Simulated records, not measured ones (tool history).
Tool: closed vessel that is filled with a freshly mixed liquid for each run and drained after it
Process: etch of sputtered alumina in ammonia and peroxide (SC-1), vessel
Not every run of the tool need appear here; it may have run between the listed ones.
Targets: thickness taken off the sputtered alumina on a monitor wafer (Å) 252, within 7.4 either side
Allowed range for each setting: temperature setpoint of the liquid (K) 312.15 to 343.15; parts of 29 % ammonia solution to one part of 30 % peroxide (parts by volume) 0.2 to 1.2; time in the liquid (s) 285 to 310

run	hour	temperature setpoint of the liquid (K)	parts of 29 % ammonia solution to one part of 30 % peroxide (parts by volume)	time in the liquid (s)	thickness taken off the sputtered alumina on a monitor wafer (Å)
1	0	328.15	1	285	149.88
2	1.1	329.15	1	285	162.5
3	4.2	330.15	1	285	170.68
4	5.8	331.15	1	285	179.23
5	9.4	331.15	1.15	285	180.25
6	14.4	331.65	1.15	285	186.13
7	22.5	332.15	1.15	285	188.07
# hour 25.3: new drum of ammonia solution connected
8	25.3	332.65	1.15	285	199.92

Consider the 4 candidate settings below. Which is the only one whose results all fall within their allowed miss of target?
A	28.1	327.65	1.1	285	?
B	28.1	331.15	1.2	290	?
C	28.1	329.15	1.2	285	?
D	28.1	335.65	1.1	310	?

move	thickness taken off the sputtered alumina on a monitor wafer (Å)
A	152.32
B	187.88
C	166.29
D	250.79
A: misses by more than the last run did
B: misses by more than the last run did
C: misses by more than the last run did
D: meets every target
Move D is the one to make.
